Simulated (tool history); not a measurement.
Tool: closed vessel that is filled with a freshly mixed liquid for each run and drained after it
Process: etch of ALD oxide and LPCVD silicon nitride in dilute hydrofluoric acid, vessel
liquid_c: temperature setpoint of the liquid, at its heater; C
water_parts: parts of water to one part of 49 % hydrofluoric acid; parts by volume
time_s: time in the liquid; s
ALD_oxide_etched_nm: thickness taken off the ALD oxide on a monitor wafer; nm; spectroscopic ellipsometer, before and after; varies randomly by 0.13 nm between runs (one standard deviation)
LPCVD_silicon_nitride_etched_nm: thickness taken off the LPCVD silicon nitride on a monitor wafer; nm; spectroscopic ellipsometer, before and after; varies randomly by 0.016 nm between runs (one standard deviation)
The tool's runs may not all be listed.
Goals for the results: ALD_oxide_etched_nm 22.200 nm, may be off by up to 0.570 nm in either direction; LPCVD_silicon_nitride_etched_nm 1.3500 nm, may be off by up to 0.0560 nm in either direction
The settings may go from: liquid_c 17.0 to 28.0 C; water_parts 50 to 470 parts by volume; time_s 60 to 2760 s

run    day  liquid_c  water_parts  time_s  ALD_oxide_etched_nm  LPCVD_silicon_nitride_etched_nm
  1  0.000      20.0          260    1410               36.003                           2.2876
  2  0.283      23.0          260    1410               40.549                           2.7418
  3  0.433      23.0          260    1910               54.027                           3.6855
  4  0.529      23.0          315    1910               43.057                           3.0784
  5  0.842      23.0          315    1640               36.977                           2.6571
  6  1.012      21.5          315    1640               35.125                           2.4519
  7  1.342      21.0          320    1595               32.564                           2.2673
  8  1.479      17.0          350    1365               21.553                           1.3797

Pick the move, out of 4, that brings all results within their allowed miss; only one does.
  A  1.617      18.0          275    1045                    ?                                ?
  B  1.617      19.5          320    1055                    ?                                ?
  C  1.617      17.0          320    1250                    ?                                ?
  D  1.617      17.0          350    1315                    ?                                ?

move  ALD_oxide_etched_nm  LPCVD_silicon_nitride_etched_nm
   A               23.503                           1.3923
   B               20.731                           1.3386
   C               22.397                           1.3506
   D               21.023                           1.3053
A: takes the result that was furthest off past its target
B: moves away from the targets compared with the last run
C: each result inside its tolerance
D: moves away from the targets compared with the last run
Answer: C
